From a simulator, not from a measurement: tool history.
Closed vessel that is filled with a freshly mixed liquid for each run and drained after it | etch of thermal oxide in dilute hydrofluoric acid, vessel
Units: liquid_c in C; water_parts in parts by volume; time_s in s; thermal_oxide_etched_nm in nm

Run 1, day 0: liquid_c 24 C, water_parts 205 parts by volume, time_s 285 s. Result: thermal_oxide_etched_nm 5.6152 nm.
Run 2, day 0.104: liquid_c 24 C, water_parts 270 parts by volume, time_s 285 s. Result: thermal_oxide_etched_nm 3.9196 nm.
Run 3, day 0.442: liquid_c 24 C, water_parts 215 parts by volume, time_s 285 s. Result: thermal_oxide_etched_nm 5.2034 nm.
Run 4, day 0.521: liquid_c 25 C, water_parts 215 parts by volume, time_s 285 s. Result: thermal_oxide_etched_nm 5.3374 nm.
Run 5, day 0.842: liquid_c 25 C, water_parts 215 parts by volume, time_s 205 s. Result: thermal_oxide_etched_nm 3.897 nm.
Run 6, day 1.158: liquid_c 22 C, water_parts 215 parts by volume, time_s 205 s. Result: thermal_oxide_etched_nm 3.4475 nm.
Run 7, day 1.529: liquid_c 23.5 C, water_parts 215 parts by volume, time_s 205 s. Result: thermal_oxide_etched_nm 3.6623 nm.
Run 8, day 1.783: liquid_c 25 C, water_parts 210 parts by volume, time_s 205 s. Result: thermal_oxide_etched_nm 4.0003 nm.
Run 9, day 2.112: liquid_c 26 C, water_parts 195 parts by volume, time_s 205 s. Result: thermal_oxide_etched_nm 4.5742 nm.
Run 10, day 2.429: liquid_c 26 C, water_parts 195 parts by volume, time_s 205 s. Result: thermal_oxide_etched_nm 4.5439 nm.
Run 11, day 2.462: liquid_c 27 C, water_parts 185 parts by volume, time_s 205 s. Result: thermal_oxide_etched_nm 5.0844 nm.
Run 12, day 2.512: liquid_c 28 C, water_parts 180 parts by volume, time_s 205 s. Result: thermal_oxide_etched_nm 5.3493 nm.
Run 13, day 2.762: liquid_c 28.5 C, water_parts 175 parts by volume, time_s 205 s. Result: thermal_oxide_etched_nm 5.6723 nm.

Run 14 comes next. What will it give?
Run 14, day 3.112: liquid_c 29 C, water_parts 175 parts by volume, time_s 205 s. Result: thermal_oxide_etched_nm ?.

thermal_oxide_etched_nm: 5.7942 nm
